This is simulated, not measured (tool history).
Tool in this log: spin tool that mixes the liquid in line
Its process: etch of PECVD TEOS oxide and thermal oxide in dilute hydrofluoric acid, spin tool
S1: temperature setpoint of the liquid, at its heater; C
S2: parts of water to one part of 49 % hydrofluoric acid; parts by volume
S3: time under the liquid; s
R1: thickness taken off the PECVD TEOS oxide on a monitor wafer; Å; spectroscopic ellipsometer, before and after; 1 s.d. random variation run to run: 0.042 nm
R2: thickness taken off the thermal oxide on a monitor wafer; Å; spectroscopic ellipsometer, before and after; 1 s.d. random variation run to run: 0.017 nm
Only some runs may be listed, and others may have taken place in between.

Run 1, hour 0: S1 22 C, S2 290 parts by volume, S3 180 s. Result: R1 80.737 Å, R2 24.229 Å.
Run 2, hour 1.8: S1 21 C, S2 305 parts by volume, S3 180 s. Result: R1 71.948 Å, R2 21.856 Å.
Run 3, hour 9.6: S1 22.5 C, S2 305 parts by volume, S3 180 s. Result: R1 76.627 Å, R2 22.995 Å.
Run 4, hour 12.8: S1 21.5 C, S2 320 parts by volume, S3 180 s. Result: R1 69.799 Å, R2 20.74 Å.
Run 5, hour 16.3: S1 20.5 C, S2 330 parts by volume, S3 180 s. Result: R1 64.213 Å, R2 18.632 Å.
Run 6, hour 23: S1 20.5 C, S2 240 parts by volume, S3 180 s. Result: R1 94.314 Å, R2 28.736 Å.
Run 7, hour 27.3: S1 20 C, S2 265 parts by volume, S3 180 s. Result: R1 84.719 Å, R2 25.021 Å.
Run 8, hour 31.3: S1 20 C, S2 290 parts by volume, S3 180 s. Result: R1 75.972 Å, R2 21.859 Å.

For run 9, what comes out?
Run 9, hour 37.3: S1 20.5 C, S2 315 parts by volume, S3 180 s. Result: R1 ?, R2 ?.

R1: 68.041 Å
R2: 20.46 Å

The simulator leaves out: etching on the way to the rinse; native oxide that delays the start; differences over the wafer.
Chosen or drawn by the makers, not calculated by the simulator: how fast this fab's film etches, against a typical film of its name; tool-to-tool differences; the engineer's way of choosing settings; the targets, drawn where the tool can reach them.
